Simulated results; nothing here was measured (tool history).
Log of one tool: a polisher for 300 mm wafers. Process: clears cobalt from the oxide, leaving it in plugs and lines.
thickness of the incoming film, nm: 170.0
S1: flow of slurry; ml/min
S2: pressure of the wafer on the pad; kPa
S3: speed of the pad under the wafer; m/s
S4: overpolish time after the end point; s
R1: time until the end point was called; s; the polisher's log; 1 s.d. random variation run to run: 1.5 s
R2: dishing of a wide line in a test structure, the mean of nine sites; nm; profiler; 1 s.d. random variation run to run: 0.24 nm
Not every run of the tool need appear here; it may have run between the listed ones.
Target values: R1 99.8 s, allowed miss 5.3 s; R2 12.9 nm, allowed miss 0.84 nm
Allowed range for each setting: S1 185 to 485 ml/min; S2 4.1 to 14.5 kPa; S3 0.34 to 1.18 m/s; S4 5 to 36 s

run,hour,S1,S2,S3,S4,R1,R2
1,0,310,9,0.76,18,58.468,41.91
2,6.3,275,9,0.76,18,57.841,39.926
3,10.9,275,9,0.94,18,48.739,45.552
4,13.6,275,9.7,0.94,18,45.021,48.846
5,22.6,250,8.3,0.86,14,57.689,33.275
6,28.8,250,6.2,0.86,14,69.783,29.172
7,35.1,230,6.2,0.66,5,89.773,9.0618
8,43.7,230,6.2,0.66,5,90.1,9.0836
9,51.6,240,5.5,0.68,6,94.274,10.512
10,58.4,255,5.5,0.68,6,92.912,10.553
11,65.5,265,4.8,0.7,7,98.164,11.57
12,72.6,275,4.8,0.7,7,99.451,11.602
13,74,275,4.8,0.7,10,99.323,16.026
14,75.9,265,4.8,0.68,10,100.15,15.788
15,81.6,265,4.8,0.68,5,100.97,8.3219
16,87.1,250,4.8,0.7,6,100.13,9.9393
17,90.7,260,4.8,0.72,7,94.053,11.615

Consider the 5 candidate settings below. Which is the only one whose results all fall within their allowed miss of target?
A,94.3,260,4.1,0.74,9,?,?
B,94.3,320,4.1,0.66,10,?,?
C,94.3,280,5.5,0.66,6,?,?
D,94.3,265,4.8,0.74,9,?,?
E,94.3,280,6.2,0.58,8,?,?

move,R1,R2
A,101.16,13.911
B,110.6,14.128
C,94.762,10.116
D,92.492,15.103
E,99.63,12.648
A: takes the result that was furthest off past its target
B: takes the result that was furthest off past its target
C: its largest miss is bigger than the last run's
D: takes the result that was furthest off past its target
E: meets every target
E meets every target.
